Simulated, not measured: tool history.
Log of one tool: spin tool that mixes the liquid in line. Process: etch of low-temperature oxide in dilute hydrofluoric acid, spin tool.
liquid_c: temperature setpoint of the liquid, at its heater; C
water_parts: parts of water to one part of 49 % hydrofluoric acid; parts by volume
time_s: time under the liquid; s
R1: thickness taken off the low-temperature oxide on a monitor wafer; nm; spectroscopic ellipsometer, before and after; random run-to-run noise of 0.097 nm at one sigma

Run 1, day 0.000: liquid_c 24.0 C, water_parts 105 parts by volume, time_s 30 s. Result: R1 4.7109 nm.
Run 2, day 0.262: liquid_c 26.0 C, water_parts 90 parts by volume, time_s 30 s. Result: R1 5.9193 nm.
Run 3, day 0.504: liquid_c 29.0 C, water_parts 90 parts by volume, time_s 30 s. Result: R1 6.7372 nm.
Run 4, day 0.558: liquid_c 29.0 C, water_parts 75 parts by volume, time_s 30 s. Result: R1 8.2464 nm.
Run 5, day 0.612: liquid_c 29.0 C, water_parts 75 parts by volume, time_s 20 s. Result: R1 5.4606 nm.
Run 6, day 0.700: liquid_c 25.5 C, water_parts 75 parts by volume, time_s 20 s. Result: R1 4.6815 nm.
Run 7, day 0.750: liquid_c 27.5 C, water_parts 60 parts by volume, time_s 25 s. Result: R1 8.3693 nm.
Run 8, day 1.071: liquid_c 28.5 C, water_parts 60 parts by volume, time_s 25 s. Result: R1 8.5812 nm.

The next listed run, before its measurement:
Run 9, day 1.146: liquid_c 29.5 C, water_parts 60 parts by volume, time_s 25 s. Result: R1 ?.

Logged for run 9: R1 8.8900 nm.
